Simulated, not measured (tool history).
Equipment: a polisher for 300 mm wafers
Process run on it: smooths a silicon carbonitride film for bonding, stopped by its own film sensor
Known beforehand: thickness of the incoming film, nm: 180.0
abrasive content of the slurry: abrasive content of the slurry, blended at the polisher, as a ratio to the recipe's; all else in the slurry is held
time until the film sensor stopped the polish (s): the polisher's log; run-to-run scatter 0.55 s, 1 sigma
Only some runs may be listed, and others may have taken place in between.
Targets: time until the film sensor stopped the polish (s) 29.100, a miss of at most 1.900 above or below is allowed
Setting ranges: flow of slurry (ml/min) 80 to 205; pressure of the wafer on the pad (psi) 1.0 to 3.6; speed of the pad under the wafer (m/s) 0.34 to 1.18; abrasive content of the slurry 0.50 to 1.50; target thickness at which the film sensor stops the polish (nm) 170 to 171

run,day,flow of slurry (ml/min),pressure of the wafer on the pad (psi),speed of the pad under the wafer (m/s),abrasive content of the slurry,target thickness at which the film sensor stops the polish (nm),time until the film sensor stopped the polish (s)
1,0.000,135,2.3,0.76,1.00,170,44.888
2,0.225,120,2.3,0.76,1.00,170,47.797
3,0.304,125,2.4,0.76,1.00,170,45.135
4,0.562,125,2.9,0.76,1.00,170,37.773
5,0.854,125,2.7,0.76,1.00,170,40.005
6,1.046,125,2.7,0.76,1.00,170,38.878
7,1.375,125,2.7,0.76,1.00,170,37.936
8,1.742,125,2.8,0.76,1.00,170,38.432
9,2.092,125,2.9,0.76,1.00,170,36.008
10,2.412,130,2.9,0.76,1.00,170,36.302
# day 2.788: slurry nozzle cleaned
11,2.788,130,2.9,0.76,1.00,170,33.102
12,3.121,140,2.9,0.76,1.00,170,31.614

Exactly one of the 4 candidate moves below puts every result within its allowed miss. Which one?
A,3.454,140,3.0,0.82,1.10,171,?
B,3.454,145,3.0,0.74,1.35,171,?
C,3.454,155,3.0,0.78,1.05,170,?
D,3.454,155,3.0,0.82,1.10,171,?

move,time until the film sensor stopped the polish (s)
A,25.821
B,25.380
C,29.695
D,25.327
A: pushes the last run's worst result past its target
B: pushes the last run's worst result past its target
C: every result within its allowed miss
D: pushes the last run's worst result past its target
So the answer is move C, the one that meets all the targets.

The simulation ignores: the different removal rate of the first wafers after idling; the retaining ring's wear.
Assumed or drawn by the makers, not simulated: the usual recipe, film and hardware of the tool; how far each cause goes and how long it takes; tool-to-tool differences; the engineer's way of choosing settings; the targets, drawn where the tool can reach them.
